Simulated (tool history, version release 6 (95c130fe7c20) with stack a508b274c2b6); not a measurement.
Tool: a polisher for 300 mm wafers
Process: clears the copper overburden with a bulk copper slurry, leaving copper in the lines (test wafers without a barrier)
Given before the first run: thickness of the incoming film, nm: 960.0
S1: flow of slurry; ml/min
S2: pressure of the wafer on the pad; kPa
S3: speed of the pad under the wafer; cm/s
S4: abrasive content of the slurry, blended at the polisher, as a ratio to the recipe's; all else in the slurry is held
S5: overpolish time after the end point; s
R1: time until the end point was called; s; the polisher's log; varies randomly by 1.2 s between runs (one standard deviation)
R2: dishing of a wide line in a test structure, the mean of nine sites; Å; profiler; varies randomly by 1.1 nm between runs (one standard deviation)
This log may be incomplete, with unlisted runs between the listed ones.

| run | hour | S1 | S2 | S3 | S4 | S5 | R1 | R2 |
|---|---|---|---|---|---|---|---|---|
| 1 | 0 | 205 | 20 | 122 | 1 | 11 | 74.339 | 921.1 |
| 2 | 2.1 | 205 | 20.7 | 124 | 1 | 9 | 71.625 | 805.09 |
| 3 | 5.9 | 205 | 21.4 | 126 | 1 | 8 | 68.766 | 795.76 |
| 4 | 12.4 | 205 | 21.4 | 126 | 1.2 | 8 | 65.804 | 791.14 |
| 5 | 16.7 | 225 | 21.4 | 126 | 1.2 | 8 | 62.127 | 850.06 |
| 6 | 25.5 | 225 | 21.4 | 126 | 1.2 | 4 | 66.06 | 468.48 |

Estimate the outcome of run 7 from the log above:
| 7 | 27.9 | 225 | 21.4 | 122 | 1.2 | 7 | ? | ? |

Logged for run 7: R1 65.74 s, R2 711.58 Å.
